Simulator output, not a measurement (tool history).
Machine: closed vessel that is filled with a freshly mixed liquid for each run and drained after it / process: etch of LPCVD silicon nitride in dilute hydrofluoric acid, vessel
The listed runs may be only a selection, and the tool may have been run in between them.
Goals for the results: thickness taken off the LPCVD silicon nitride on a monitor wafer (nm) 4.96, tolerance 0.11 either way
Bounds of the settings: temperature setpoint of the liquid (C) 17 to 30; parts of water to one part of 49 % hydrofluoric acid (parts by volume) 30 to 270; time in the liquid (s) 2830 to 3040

run	hour	temperature setpoint of the liquid (C)	parts of water to one part of 49 % hydrofluoric acid (parts by volume)	time in the liquid (s)	thickness taken off the LPCVD silicon nitride on a monitor wafer (nm)
1	0	22	150	2830	7.2268
2	9.2	22	150	2830	7.1736
3	10.6	20.5	150	2830	6.5692
4	13.8	22	150	2830	7.218
5	21.6	24	150	2830	8.2186
6	25.5	22	150	2830	7.3123
7	33.9	20.5	155	2830	6.3057
8	39.1	20.5	155	2830	6.256
9	44.6	19.5	155	2830	5.9342
10	50.3	17	160	2830	4.812
# hour 60.1: thermometer replaced
11	60.1	17.5	160	2830	5.6698
12	62.2	17.5	165	2830	5.492
13	70.7	17.5	170	2830	5.3153

Below are 5 possible settings for the next run. Only one of them brings all results inside the allowed miss of their targets. Which is it?
A	79.2	17	180	2995	?
B	79.2	17	180	3035	?
C	79.2	17	175	2830	?
D	79.2	17.5	180	2885	?
E	79.2	17	170	2860	?

move	thickness taken off the LPCVD silicon nitride on a monitor wafer (nm)
A	5.1683
B	5.2373
C	5.0175
D	5.1499
E	5.2139
A: nearer the targets than the last run, but a result is still out of spec
B: nearer the targets than the last run, but a result is still out of spec
C: all results land within tolerance of their targets
D: nearer the targets than the last run, but a result is still out of spec
E: nearer the targets than the last run, but a result is still out of spec
So the answer is move C, the one that meets all the targets.
